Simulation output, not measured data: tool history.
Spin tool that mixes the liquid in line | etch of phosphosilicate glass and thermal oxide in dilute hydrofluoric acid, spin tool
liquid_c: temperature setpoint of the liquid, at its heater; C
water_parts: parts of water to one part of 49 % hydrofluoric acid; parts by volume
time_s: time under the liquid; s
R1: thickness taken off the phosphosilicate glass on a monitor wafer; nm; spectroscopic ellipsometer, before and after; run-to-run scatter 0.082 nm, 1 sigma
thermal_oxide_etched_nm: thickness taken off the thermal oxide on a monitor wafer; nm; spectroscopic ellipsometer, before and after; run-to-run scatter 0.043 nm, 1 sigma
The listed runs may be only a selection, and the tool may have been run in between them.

run 1 hour=0 | liquid_c=21 water_parts=300 time_s=45 | R1=6.5561 thermal_oxide_etched_nm=0.51555
run 2 hour=8.4 | liquid_c=23 water_parts=295 time_s=45 | R1=7.4036 thermal_oxide_etched_nm=0.50421
run 3 hour=9.8 | liquid_c=23.5 water_parts=285 time_s=45 | R1=7.8626 thermal_oxide_etched_nm=0.52028
run 4 hour=15.4 | liquid_c=23.5 water_parts=285 time_s=55 | R1=9.4537 thermal_oxide_etched_nm=0.6291
run 5 hour=20.2 | liquid_c=23.5 water_parts=200 time_s=55 | R1=14.731 thermal_oxide_etched_nm=0.98699
run 6 hour=24.2 | liquid_c=22.5 water_parts=220 time_s=55 | R1=12.716 thermal_oxide_etched_nm=0.8979
run 7 hour=27.5 | liquid_c=22 water_parts=235 time_s=55 | R1=11.622 thermal_oxide_etched_nm=0.88893
run 8 hour=29.9 | liquid_c=22 water_parts=235 time_s=55 | R1=11.553 thermal_oxide_etched_nm=0.83166
run 9 hour=37.6 | liquid_c=21.5 water_parts=245 time_s=55 | R1=10.767 thermal_oxide_etched_nm=0.75957

Estimate the outcome of run 10 from the log above:
run 10 hour=38.7 | liquid_c=21 water_parts=250 time_s=55 | R1=? thermal_oxide_etched_nm=?

{"run 10": {"R1": 10.26, "thermal_oxide_etched_nm": 0.67749}}
